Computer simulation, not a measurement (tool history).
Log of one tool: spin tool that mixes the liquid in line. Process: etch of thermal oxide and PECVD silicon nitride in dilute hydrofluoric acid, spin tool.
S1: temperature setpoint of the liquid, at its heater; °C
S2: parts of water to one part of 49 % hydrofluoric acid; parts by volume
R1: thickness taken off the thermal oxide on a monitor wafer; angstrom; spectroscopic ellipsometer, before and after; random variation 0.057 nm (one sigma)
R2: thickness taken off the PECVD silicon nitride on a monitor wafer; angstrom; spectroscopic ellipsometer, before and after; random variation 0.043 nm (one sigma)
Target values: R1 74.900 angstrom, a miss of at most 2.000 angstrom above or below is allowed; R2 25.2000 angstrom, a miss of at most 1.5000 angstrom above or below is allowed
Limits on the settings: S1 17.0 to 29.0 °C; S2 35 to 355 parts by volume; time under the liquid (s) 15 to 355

Run 1, day 0.000: S1 21.0 °C, S2 195 parts by volume, time under the liquid (s) 180. Result: R1 34.289 angstrom, R2 12.9400 angstrom.
Run 2, day 0.104: S1 21.5 °C, S2 165 parts by volume, time under the liquid (s) 175. Result: R1 41.505 angstrom, R2 15.2370 angstrom.
Run 3, day 0.133: S1 19.0 °C, S2 165 parts by volume, time under the liquid (s) 175. Result: R1 37.496 angstrom, R2 12.9160 angstrom.
Run 4, day 0.308: S1 19.0 °C, S2 190 parts by volume, time under the liquid (s) 175. Result: R1 31.893 angstrom, R2 11.4130 angstrom.
Run 5, day 0.583: S1 17.0 °C, S2 190 parts by volume, time under the liquid (s) 175. Result: R1 29.362 angstrom, R2 10.2460 angstrom.
Run 6, day 0.658: S1 17.0 °C, S2 225 parts by volume, time under the liquid (s) 175. Result: R1 24.306 angstrom, R2 8.3309 angstrom.
Run 7, day 0.712: S1 18.0 °C, S2 185 parts by volume, time under the liquid (s) 175. Result: R1 31.747 angstrom, R2 11.0960 angstrom.
Run 8, day 1.071: S1 19.0 °C, S2 160 parts by volume, time under the liquid (s) 170. Result: R1 37.575 angstrom, R2 13.3090 angstrom.
Run 9, day 1.262: S1 19.5 °C, S2 140 parts by volume, time under the liquid (s) 170. Result: R1 45.206 angstrom, R2 15.4200 angstrom.
Run 10, day 1.308: S1 23.5 °C, S2 75 parts by volume, time under the liquid (s) 145. Result: R1 89.884 angstrom, R2 31.4560 angstrom.
Run 11, day 1.379: S1 23.0 °C, S2 75 parts by volume, time under the liquid (s) 145. Result: R1 88.729 angstrom, R2 30.2640 angstrom.
Run 12, day 1.638: S1 22.5 °C, S2 75 parts by volume, time under the liquid (s) 145. Result: R1 88.282 angstrom, R2 28.8300 angstrom.
Run 13, day 1.850: S1 22.5 °C, S2 80 parts by volume, time under the liquid (s) 150. Result: R1 84.419 angstrom, R2 28.7610 angstrom.
Run 14, day 2.075: S1 22.0 °C, S2 80 parts by volume, time under the liquid (s) 150. Result: R1 82.471 angstrom, R2 27.6590 angstrom.
Run 15, day 2.392: S1 21.5 °C, S2 85 parts by volume, time under the liquid (s) 155. Result: R1 78.074 angstrom, R2 25.9970 angstrom.

Below are 5 possible settings for the next run. Only one of them brings all results inside the allowed miss of their targets. Which is it?
Run A, day 2.708: S1 22.0 °C, S2 105 parts by volume, time under the liquid (s) 195. Result: R1 ?, R2 ?.
Run B, day 2.708: S1 20.5 °C, S2 80 parts by volume, time under the liquid (s) 155. Result: R1 ?, R2 ?.
Run C, day 2.708: S1 20.0 °C, S2 120 parts by volume, time under the liquid (s) 230. Result: R1 ?, R2 ?.
Run D, day 2.708: S1 23.5 °C, S2 80 parts by volume, time under the liquid (s) 140. Result: R1 ?, R2 ?.
Run E, day 2.708: S1 23.0 °C, S2 95 parts by volume, time under the liquid (s) 150. Result: R1 ?, R2 ?.

move      R1       R2
   A  78.961  27.0430
   B  79.772  25.3490
   C  73.916  24.4700
   D  81.461  28.0390
   E  70.717  24.5360
A: the biggest miss grows against the last run
B: the biggest miss grows against the last run
C: every result lands within tolerance
D: the biggest miss grows against the last run
E: takes the result that was furthest off past its target
Correct choice: C, which meets every target
